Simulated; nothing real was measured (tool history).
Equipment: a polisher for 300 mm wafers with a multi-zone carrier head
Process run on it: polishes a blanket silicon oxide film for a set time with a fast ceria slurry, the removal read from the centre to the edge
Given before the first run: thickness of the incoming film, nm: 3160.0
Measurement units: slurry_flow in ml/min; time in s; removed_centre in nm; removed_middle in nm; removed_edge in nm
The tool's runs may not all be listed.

run	hour	slurry_flow	centre_zone	middle_zone	edge_zone	time	removed_centre	removed_middle	removed_edge
1	0	315	1	1	1	59	987.38	902.21	889.17
2	5.9	275	1	1	1	59	994.24	897.4	857.23
3	12	255	0.98	1.01	0.97	58	941.58	893.89	849.33
4	17.1	240	0.99	1.03	0.95	56	905.41	848.17	794.45
5	23.6	240	0.99	1.06	0.95	56	901.87	875.34	790.54
6	26.1	240	0.99	1.06	1	56	906.5	868.36	792.54

Predict the results of run 7:
7	28.9	230	0.99	1.08	1	55	?	?	?

removed_centre: 884.09 nm
removed_middle: 851.91 nm
removed_edge: 807.91 nm
